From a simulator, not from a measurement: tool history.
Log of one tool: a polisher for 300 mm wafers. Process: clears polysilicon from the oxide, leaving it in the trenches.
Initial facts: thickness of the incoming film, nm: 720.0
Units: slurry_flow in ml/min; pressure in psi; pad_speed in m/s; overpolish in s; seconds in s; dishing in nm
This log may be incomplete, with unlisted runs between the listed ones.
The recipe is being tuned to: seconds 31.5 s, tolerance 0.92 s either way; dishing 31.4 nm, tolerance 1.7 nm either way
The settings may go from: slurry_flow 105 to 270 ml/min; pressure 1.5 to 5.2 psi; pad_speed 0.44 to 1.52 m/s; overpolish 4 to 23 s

run	day	slurry_flow	pressure	pad_speed	overpolish	seconds	dishing
1	0	175	3.3	0.98	12	49.574	33.691
2	0.308	175	3.3	0.98	15	48.471	34.454
3	0.45	160	3.3	0.98	15	49.583	34.744
4	0.729	185	3.7	0.98	12	43.991	33.795
5	1.062	200	4.1	0.98	10	39.038	33.095
6	1.362	200	3.3	0.98	10	47.906	33.043
7	1.525	215	3.7	0.98	8	42.482	33.222
8	1.85	220	4	0.98	7	39.127	32.927
9	1.958	230	4.2	0.98	6	36.792	31.878
10	2.133	230	4.2	0.98	6	36.81	32.814
11	2.338	235	4.4	0.98	5	35.259	32.123
12	2.712	235	4.4	0.98	5	35.005	30.854
13	2.854	240	4.5	0.98	6	34.792	33.726
14	2.988	235	4.6	0.98	6	33.556	33.413
15	3.079	225	4.7	0.98	5	33.22	32.384
16	3.4	215	4.8	0.98	5	32.895	31.559

Exercise: of the 4 proposed moves below, exactly one satisfies all targets within the stated allowed misses. Which move is it?
A	3.721	255	4.4	1.02	9	?	?
B	3.721	225	4.6	1.06	4	?	?
C	3.721	200	4.5	1.02	4	?	?
D	3.721	155	3.6	1.36	4	?	?

move	seconds	dishing
A	33.775	34.629
B	31.612	31.826
C	34.061	31.247
D	33.362	31.413
A: further off than the last run
B: hits every target within its allowed miss
C: further off than the last run
D: further off than the last run
So the answer is move B, the one that meets all the targets.
